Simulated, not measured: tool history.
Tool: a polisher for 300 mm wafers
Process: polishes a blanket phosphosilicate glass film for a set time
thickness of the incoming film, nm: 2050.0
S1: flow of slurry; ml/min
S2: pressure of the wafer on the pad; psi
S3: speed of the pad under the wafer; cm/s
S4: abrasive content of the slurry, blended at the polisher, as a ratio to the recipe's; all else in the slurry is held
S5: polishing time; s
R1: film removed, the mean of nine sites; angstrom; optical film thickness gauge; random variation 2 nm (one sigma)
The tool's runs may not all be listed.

Run 1, day 0.000: S1 290 ml/min, S2 2.1 psi, S3 106 cm/s, S4 1.0, S5 38 s. Result: R1 2711.9 angstrom.
Run 2, day 0.125: S1 290 ml/min, S2 1.9 psi, S3 106 cm/s, S4 1.0, S5 38 s. Result: R1 2480.1 angstrom.
Run 3, day 0.221: S1 290 ml/min, S2 1.8 psi, S3 106 cm/s, S4 1.0, S5 38 s. Result: R1 2384.2 angstrom.
Run 4, day 0.512: S1 290 ml/min, S2 1.7 psi, S3 106 cm/s, S4 1.0, S5 38 s. Result: R1 2345.9 angstrom.
Run 5, day 0.688: S1 290 ml/min, S2 1.6 psi, S3 104 cm/s, S4 1.0, S5 38 s. Result: R1 2188.0 angstrom.
Run 6, day 0.983: S1 290 ml/min, S2 1.5 psi, S3 104 cm/s, S4 1.0, S5 38 s. Result: R1 2108.8 angstrom.
Run 7, day 1.050: S1 290 ml/min, S2 1.4 psi, S3 104 cm/s, S4 1.0, S5 38 s. Result: R1 1998.3 angstrom.

The next listed run, before its measurement:
Run 8, day 1.312: S1 290 ml/min, S2 1.3 psi, S3 104 cm/s, S4 1.0, S5 38 s. Result: R1 ?.

Run 8 gave R1 1907.3 angstrom.
